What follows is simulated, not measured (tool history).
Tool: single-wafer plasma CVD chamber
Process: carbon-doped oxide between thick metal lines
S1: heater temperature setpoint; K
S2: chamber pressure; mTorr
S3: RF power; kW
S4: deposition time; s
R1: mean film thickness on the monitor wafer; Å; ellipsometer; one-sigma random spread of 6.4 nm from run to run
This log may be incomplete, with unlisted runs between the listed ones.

{"run": 1, "hour": 0.0, "S1": 623.15, "S2": 5550, "S3": 0.675, "S4": 268, "R1": 17474}
{"run": 2, "hour": 6.2, "S1": 620.15, "S2": 5910, "S3": 0.69, "S4": 268, "R1": 17949}
{"run": 3, "hour": 12.0, "S1": 620.15, "S2": 5910, "S3": 0.69, "S4": 268, "R1": 17860}
{"run": 4, "hour": 14.1, "S1": 620.15, "S2": 5510, "S3": 0.69, "S4": 268, "R1": 17802}
{"run": 5, "hour": 20.1, "S1": 618.15, "S2": 5710, "S3": 0.705, "S4": 268, "R1": 18172}
{"run": 6, "hour": 24.4, "S1": 616.15, "S2": 5890, "S3": 0.715, "S4": 268, "R1": 18608}

Predict the results of run 7:
{"run": 7, "hour": 26.5, "S1": 615.15, "S2": 5970, "S3": 0.72, "S4": 268, "R1": "?"}

{"run 7": {"R1": 18697}}
